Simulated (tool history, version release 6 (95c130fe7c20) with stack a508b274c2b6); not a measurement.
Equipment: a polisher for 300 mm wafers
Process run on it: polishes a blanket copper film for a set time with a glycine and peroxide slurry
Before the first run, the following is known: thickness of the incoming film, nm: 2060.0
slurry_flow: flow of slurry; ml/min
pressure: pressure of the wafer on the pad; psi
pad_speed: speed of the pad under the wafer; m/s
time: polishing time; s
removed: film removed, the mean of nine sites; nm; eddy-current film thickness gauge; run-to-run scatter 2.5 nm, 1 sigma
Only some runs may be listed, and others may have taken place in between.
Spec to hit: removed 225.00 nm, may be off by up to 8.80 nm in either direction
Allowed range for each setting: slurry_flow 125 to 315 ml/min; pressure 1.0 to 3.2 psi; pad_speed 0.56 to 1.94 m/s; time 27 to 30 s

Run 1, day 0.000: slurry_flow 205 ml/min, pressure 2.1 psi, pad_speed 1.24 m/s, time 30 s. Result: removed 177.61 nm.
Run 2, day 0.183: slurry_flow 180 ml/min, pressure 2.1 psi, pad_speed 1.24 m/s, time 30 s. Result: removed 173.66 nm.
Run 3, day 0.204: slurry_flow 185 ml/min, pressure 2.2 psi, pad_speed 1.24 m/s, time 30 s. Result: removed 182.06 nm.
Run 4, day 0.500: slurry_flow 220 ml/min, pressure 2.2 psi, pad_speed 1.24 m/s, time 30 s. Result: removed 186.96 nm.
Run 5, day 0.679: slurry_flow 220 ml/min, pressure 2.3 psi, pad_speed 1.24 m/s, time 30 s. Result: removed 190.59 nm.
Run 6, day 0.762: slurry_flow 220 ml/min, pressure 2.6 psi, pad_speed 1.24 m/s, time 30 s. Result: removed 204.76 nm.
Run 7, day 1.104: slurry_flow 220 ml/min, pressure 2.7 psi, pad_speed 1.24 m/s, time 30 s. Result: removed 212.95 nm.
Run 8, day 1.462: slurry_flow 220 ml/min, pressure 2.7 psi, pad_speed 1.24 m/s, time 30 s. Result: removed 209.03 nm.

Next run, 5 choices. One meets every target within its allowed miss, the rest don't. Which?
Run A, day 1.821: slurry_flow 170 ml/min, pressure 2.2 psi, pad_speed 1.60 m/s, time 30 s. Result: removed ?.
Run B, day 1.821: slurry_flow 170 ml/min, pressure 2.6 psi, pad_speed 1.22 m/s, time 27 s. Result: removed ?.
Run C, day 1.821: slurry_flow 125 ml/min, pressure 2.4 psi, pad_speed 1.30 m/s, time 30 s. Result: removed ?.
Run D, day 1.821: slurry_flow 230 ml/min, pressure 2.5 psi, pad_speed 1.24 m/s, time 30 s. Result: removed ?.
Run E, day 1.821: slurry_flow 175 ml/min, pressure 2.7 psi, pad_speed 1.30 m/s, time 28 s. Result: removed ?.

move  removed
   A   224.38
   B   178.85
   C   190.82
   D   203.24
   E   201.31
A: in spec on every target
B: misses by more than the last run did
C: misses by more than the last run did
D: misses by more than the last run did
E: misses by more than the last run did
Answer: A
